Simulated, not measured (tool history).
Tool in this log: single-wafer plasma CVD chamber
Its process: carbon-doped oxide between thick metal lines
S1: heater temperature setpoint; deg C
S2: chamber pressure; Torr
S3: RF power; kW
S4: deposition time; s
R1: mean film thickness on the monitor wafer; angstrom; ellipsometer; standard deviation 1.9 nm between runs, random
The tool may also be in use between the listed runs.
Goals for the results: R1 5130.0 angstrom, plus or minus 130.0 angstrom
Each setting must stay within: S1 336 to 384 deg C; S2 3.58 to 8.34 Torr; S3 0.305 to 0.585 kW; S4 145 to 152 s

run 1 day=0.000 | S1=360 S2=5.96 S3=0.445 S4=152 | R1=6602.7
run 2 day=0.196 | S1=360 S2=5.90 S3=0.430 S4=151 | R1=6333.5
run 3 day=0.417 | S1=360 S2=6.31 S3=0.430 S4=151 | R1=6389.8
run 4 day=0.496 | S1=360 S2=6.29 S3=0.420 S4=151 | R1=6258.7
run 5 day=0.704 | S1=360 S2=6.29 S3=0.445 S4=151 | R1=6592.9
run 6 day=0.750 | S1=360 S2=5.41 S3=0.445 S4=151 | R1=6478.4
run 7 day=0.971 | S1=360 S2=5.37 S3=0.435 S4=151 | R1=6358.7
run 8 day=1.067 | S1=360 S2=5.34 S3=0.425 S4=151 | R1=6255.8

Exercise: of the 5 proposed moves below, exactly one satisfies all targets within the stated allowed misses. Which move is it?
run A day=1.162 | S1=348 S2=5.07 S3=0.390 S4=145 | R1=?
run B day=1.162 | S1=359 S2=5.84 S3=0.375 S4=145 | R1=?
run C day=1.162 | S1=363 S2=5.66 S3=0.395 S4=145 | R1=?
run D day=1.162 | S1=360 S2=4.44 S3=0.365 S4=145 | R1=?
run E day=1.162 | S1=361 S2=5.38 S3=0.320 S4=145 | R1=?

move=A R1=5678.2
move=B R1=5456.0
move=C R1=5639.8
move=D R1=5128.3
move=E R1=4680.9
A: an improvement on the last run, though not all results are within tolerance
B: an improvement on the last run, though not all results are within tolerance
C: an improvement on the last run, though not all results are within tolerance
D: every result lands within tolerance
E: pushes the last run's worst result past its target
The move that meets every target is D.
